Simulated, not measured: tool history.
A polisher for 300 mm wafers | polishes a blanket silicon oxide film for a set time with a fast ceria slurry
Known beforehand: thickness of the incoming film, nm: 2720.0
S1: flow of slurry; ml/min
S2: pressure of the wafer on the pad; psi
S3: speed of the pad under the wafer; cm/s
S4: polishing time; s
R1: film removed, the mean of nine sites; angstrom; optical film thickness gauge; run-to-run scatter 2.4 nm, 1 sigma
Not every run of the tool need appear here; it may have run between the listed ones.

{"run": 1, "hour": 0.0, "S1": 135, "S2": 3.2, "S3": 98, "S4": 37, "R1": 5395.4}
{"run": 2, "hour": 4.5, "S1": 130, "S2": 2.9, "S3": 96, "S4": 37, "R1": 4689.3}
{"run": 3, "hour": 7.0, "S1": 125, "S2": 2.7, "S3": 96, "S4": 37, "R1": 4440.8}
{"run": 4, "hour": 8.4, "S1": 125, "S2": 2.4, "S3": 96, "S4": 37, "R1": 3993.9}
{"run": 5, "hour": 11.6, "S1": 125, "S2": 2.3, "S3": 96, "S4": 37, "R1": 3815.5}
{"run": 6, "hour": 12.4, "S1": 125, "S2": 2.3, "S3": 110, "S4": 37, "R1": 4314.7}
{"run": 7, "hour": 14.5, "S1": 125, "S2": 2.2, "S3": 108, "S4": 37, "R1": 4039.4}
{"run": 8, "hour": 21.8, "S1": 125, "S2": 2.1, "S3": 106, "S4": 37, "R1": 3849.6}

What does the tool deliver on the next run?
{"run": 9, "hour": 25.7, "S1": 125, "S2": 2.0, "S3": 104, "S4": 37, "R1": "?"}

{"run 9": {"R1": 3570.1}}
